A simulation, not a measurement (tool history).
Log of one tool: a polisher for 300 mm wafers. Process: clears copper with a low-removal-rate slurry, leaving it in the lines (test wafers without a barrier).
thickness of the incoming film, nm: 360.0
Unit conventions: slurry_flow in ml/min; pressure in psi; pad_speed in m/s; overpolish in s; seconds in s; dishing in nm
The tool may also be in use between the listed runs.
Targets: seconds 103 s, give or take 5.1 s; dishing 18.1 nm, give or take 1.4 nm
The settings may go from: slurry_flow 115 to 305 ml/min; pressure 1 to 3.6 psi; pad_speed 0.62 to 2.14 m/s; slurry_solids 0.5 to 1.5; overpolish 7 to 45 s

{"run": 1, "hour": 0.0, "slurry_flow": 195, "pressure": 2.3, "pad_speed": 1.38, "slurry_solids": 1, "overpolish": 23, "seconds": 87.58, "dishing": 59.689}
{"run": 2, "hour": 7.0, "slurry_flow": 195, "pressure": 2.3, "pad_speed": 1.72, "slurry_solids": 1, "overpolish": 23, "seconds": 72.339, "dishing": 66.924}
{"run": 3, "hour": 13.9, "slurry_flow": 195, "pressure": 2.3, "pad_speed": 1.58, "slurry_solids": 1, "overpolish": 23, "seconds": 77.133, "dishing": 64.699}
{"run": 4, "hour": 15.7, "slurry_flow": 170, "pressure": 1.9, "pad_speed": 1.74, "slurry_solids": 0.85, "overpolish": 18, "seconds": 89.369, "dishing": 47.801}
{"run": 5, "hour": 21.7, "slurry_flow": 170, "pressure": 1.5, "pad_speed": 1.74, "slurry_solids": 0.85, "overpolish": 18, "seconds": 103.15, "dishing": 40.508}
{"run": 6, "hour": 22.6, "slurry_flow": 210, "pressure": 1.4, "pad_speed": 1.66, "slurry_solids": 1.05, "overpolish": 15, "seconds": 106.71, "dishing": 33.735}
{"run": 7, "hour": 31.1, "slurry_flow": 240, "pressure": 1.3, "pad_speed": 1.66, "slurry_solids": 1.2, "overpolish": 13, "seconds": 108.68, "dishing": 30.285}
{"run": 8, "hour": 34.4, "slurry_flow": 260, "pressure": 1.2, "pad_speed": 1.68, "slurry_solids": 1.3, "overpolish": 11, "seconds": 111.46, "dishing": 25.545}
{"run": 9, "hour": 41.4, "slurry_flow": 275, "pressure": 1.1, "pad_speed": 1.72, "slurry_solids": 1.35, "overpolish": 10, "seconds": 111.59, "dishing": 23.25}
{"run": 10, "hour": 42.4, "slurry_flow": 285, "pressure": 1.1, "pad_speed": 1.76, "slurry_solids": 1.4, "overpolish": 9, "seconds": 108.21, "dishing": 21.795}
{"run": 11, "hour": 44.5, "slurry_flow": 290, "pressure": 1.1, "pad_speed": 1.78, "slurry_solids": 1.45, "overpolish": 8, "seconds": 108.89, "dishing": 19.519}
{"run": 12, "hour": 52.6, "slurry_flow": 295, "pressure": 1.1, "pad_speed": 1.82, "slurry_solids": 1.45, "overpolish": 8, "seconds": 103.26, "dishing": 20.002}
{"run": 13, "hour": 59.1, "slurry_flow": 300, "pressure": 1.1, "pad_speed": 1.84, "slurry_solids": 1.45, "overpolish": 8, "seconds": 102.3, "dishing": 20.461}

Exercise: of the 4 proposed moves below, exactly one satisfies all targets within the stated allowed misses. Which move is it?
{"run": "A", "hour": 65.6, "slurry_flow": 300, "pressure": 1.2, "pad_speed": 1.74, "slurry_solids": 1.5, "overpolish": 11, "seconds": "?", "dishing": "?"}
{"run": "B", "hour": 65.6, "slurry_flow": 305, "pressure": 1, "pad_speed": 1.96, "slurry_solids": 1.5, "overpolish": 9, "seconds": "?", "dishing": "?"}
{"run": "C", "hour": 65.6, "slurry_flow": 300, "pressure": 1.2, "pad_speed": 1.68, "slurry_solids": 1.5, "overpolish": 9, "seconds": "?", "dishing": "?"}
{"run": "D", "hour": 65.6, "slurry_flow": 290, "pressure": 1.1, "pad_speed": 1.78, "slurry_solids": 1.5, "overpolish": 7, "seconds": "?", "dishing": "?"}

move=A seconds=102.17 dishing=27.76
move=B seconds=102.73 dishing=22.943
move=C seconds=105.57 dishing=22.526
move=D seconds=106.27 dishing=17.738
A: further off than the last run
B: further off than the last run
C: further off than the last run
D: every result within its allowed miss
D is the move that brings every result within its allowed miss.
